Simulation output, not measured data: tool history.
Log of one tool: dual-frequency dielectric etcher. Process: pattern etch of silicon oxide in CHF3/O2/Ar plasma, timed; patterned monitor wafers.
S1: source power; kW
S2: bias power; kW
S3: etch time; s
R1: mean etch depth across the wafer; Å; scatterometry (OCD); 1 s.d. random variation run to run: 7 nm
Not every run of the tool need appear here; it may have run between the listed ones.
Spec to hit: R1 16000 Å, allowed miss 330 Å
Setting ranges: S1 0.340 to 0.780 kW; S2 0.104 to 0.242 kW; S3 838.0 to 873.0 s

run,day,S1,S2,S3,R1
1,0.000,0.560,0.173,838.0,17580
2,0.217,0.490,0.173,838.0,16428
3,0.412,0.570,0.173,838.0,17760
4,0.642,0.570,0.192,838.0,18239
5,0.938,0.550,0.191,838.0,17730
6,1.100,0.550,0.204,838.0,18172
7,1.221,0.530,0.203,838.0,17969
8,1.450,0.510,0.202,838.0,17555
9,1.762,0.490,0.201,838.0,17150
10,2.112,0.480,0.200,838.0,16971
11,2.475,0.470,0.199,838.0,16659
12,2.517,0.460,0.199,838.0,16613
13,2.742,0.400,0.195,838.0,15264
14,3.029,0.410,0.195,838.0,15464

5 candidate next runs follow, results not yet known. Just one meets every target within its allowed miss. Identify it.
A,3.317,0.380,0.223,858.5,?
B,3.317,0.360,0.214,842.5,?
C,3.317,0.370,0.193,844.5,?
D,3.317,0.350,0.217,838.0,?
E,3.317,0.340,0.219,838.0,?

move,R1
A,16009
B,15046
C,14820
D,14797
E,14597
A: every result within its allowed miss
B: lands further from the targets than the last run did
C: lands further from the targets than the last run did
D: lands further from the targets than the last run did
E: lands further from the targets than the last run did
The move that meets every target is A.
